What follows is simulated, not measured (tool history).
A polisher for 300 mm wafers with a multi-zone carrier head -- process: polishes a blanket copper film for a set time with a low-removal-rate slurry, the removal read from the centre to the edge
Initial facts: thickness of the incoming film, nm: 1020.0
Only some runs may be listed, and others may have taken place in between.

run,day,flow of slurry (ml/min),pressure of the head's centre zone,pressure of the head's middle zone,pressure of the head's edge zone,abrasive content of the slurry,polishing time (s),film removed at the wafer's centre (angstrom),film removed at mid-radius (angstrom),film removed at the wafer's edge (angstrom)
1,0.000,245,1.00,1.00,1.00,1.00,75,1657.1,1601.90,1667.00
2,0.188,245,1.00,1.00,1.00,1.20,75,1754.1,1654.10,1686.30
3,0.338,230,1.01,1.02,0.96,1.10,64,1444.1,1441.70,1403.30
4,0.417,230,1.04,1.02,0.94,1.00,56,1286.1,1234.80,1202.40
5,0.654,235,1.05,1.03,0.92,0.90,51,1166.3,1114.30,1055.50
6,0.912,240,1.04,1.03,0.91,0.80,50,1105.0,1056.50,990.83
7,0.954,240,1.02,1.02,0.89,0.75,50,1063.8,1029.10,967.34

Run 8 is up next; what results do you expect?
8,1.242,240,1.01,1.01,0.88,0.70,50,?,?,?

film removed at the wafer's centre (angstrom): 1044.4
film removed at mid-radius (angstrom): 966.75
film removed at the wafer's edge (angstrom): 952.10

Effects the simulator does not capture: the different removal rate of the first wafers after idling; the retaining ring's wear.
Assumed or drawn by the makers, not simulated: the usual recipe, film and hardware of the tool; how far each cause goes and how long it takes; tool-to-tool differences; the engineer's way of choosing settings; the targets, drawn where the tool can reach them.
